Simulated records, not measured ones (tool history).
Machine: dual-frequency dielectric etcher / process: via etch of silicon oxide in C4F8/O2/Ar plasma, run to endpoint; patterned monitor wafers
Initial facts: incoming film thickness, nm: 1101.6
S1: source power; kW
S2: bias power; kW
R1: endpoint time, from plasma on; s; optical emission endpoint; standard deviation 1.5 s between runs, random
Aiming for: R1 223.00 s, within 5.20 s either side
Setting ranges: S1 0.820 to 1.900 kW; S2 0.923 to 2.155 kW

Run 1, hour 0.0: S1 1.360 kW, S2 1.539 kW. Result: R1 256.36 s.
Run 2, hour 0.7: S1 1.210 kW, S2 1.539 kW. Result: R1 267.35 s.
Run 3, hour 7.5: S1 1.210 kW, S2 1.379 kW. Result: R1 273.99 s.
Run 4, hour 11.9: S1 1.280 kW, S2 1.409 kW. Result: R1 270.42 s.
Run 5, hour 18.1: S1 1.280 kW, S2 1.533 kW. Result: R1 260.95 s.
Run 6, hour 26.2: S1 1.280 kW, S2 1.280 kW. Result: R1 273.10 s.
Run 7, hour 32.6: S1 1.340 kW, S2 1.313 kW. Result: R1 266.15 s.
Run 8, hour 41.1: S1 1.400 kW, S2 1.332 kW. Result: R1 266.18 s.
Run 9, hour 43.3: S1 1.450 kW, S2 1.389 kW. Result: R1 257.18 s.
Run 10, hour 46.5: S1 1.450 kW, S2 1.389 kW. Result: R1 256.65 s.
Run 11, hour 54.4: S1 1.490 kW, S2 1.411 kW. Result: R1 254.80 s.
Run 12, hour 58.8: S1 1.530 kW, S2 1.442 kW. Result: R1 249.65 s.
Run 13, hour 60.3: S1 1.570 kW, S2 1.462 kW. Result: R1 245.17 s.
Run 14, hour 66.1: S1 1.600 kW, S2 1.474 kW. Result: R1 243.57 s.
Run 15, hour 75.1: S1 1.630 kW, S2 1.488 kW. Result: R1 243.58 s.
Run 16, hour 76.9: S1 1.630 kW, S2 1.488 kW. Result: R1 242.75 s.
Run 17, hour 84.4: S1 1.660 kW, S2 1.507 kW. Result: R1 243.22 s.
Run 18, hour 90.9: S1 1.690 kW, S2 1.539 kW. Result: R1 233.55 s.
Run 19, hour 94.0: S1 1.710 kW, S2 1.544 kW. Result: R1 236.40 s.
Run 20, hour 100.1: S1 1.730 kW, S2 1.558 kW. Result: R1 230.97 s.
Run 21, hour 107.1: S1 1.740 kW, S2 1.562 kW. Result: R1 231.83 s.

4 candidate next runs follow, results not yet known. Just one meets every target within its allowed miss. Identify it.
Run A, hour 114.1: S1 1.520 kW, S2 1.555 kW. Result: R1 ?.
Run B, hour 114.1: S1 1.540 kW, S2 1.504 kW. Result: R1 ?.
Run C, hour 114.1: S1 1.570 kW, S2 1.441 kW. Result: R1 ?.
Run D, hour 114.1: S1 1.760 kW, S2 1.740 kW. Result: R1 ?.

move      R1
   A  241.11
   B  242.06
   C  243.03
   D  221.48
A: moves away from the targets compared with the last run
B: moves away from the targets compared with the last run
C: moves away from the targets compared with the last run
D: every result within its allowed miss
Move D is the one to make.

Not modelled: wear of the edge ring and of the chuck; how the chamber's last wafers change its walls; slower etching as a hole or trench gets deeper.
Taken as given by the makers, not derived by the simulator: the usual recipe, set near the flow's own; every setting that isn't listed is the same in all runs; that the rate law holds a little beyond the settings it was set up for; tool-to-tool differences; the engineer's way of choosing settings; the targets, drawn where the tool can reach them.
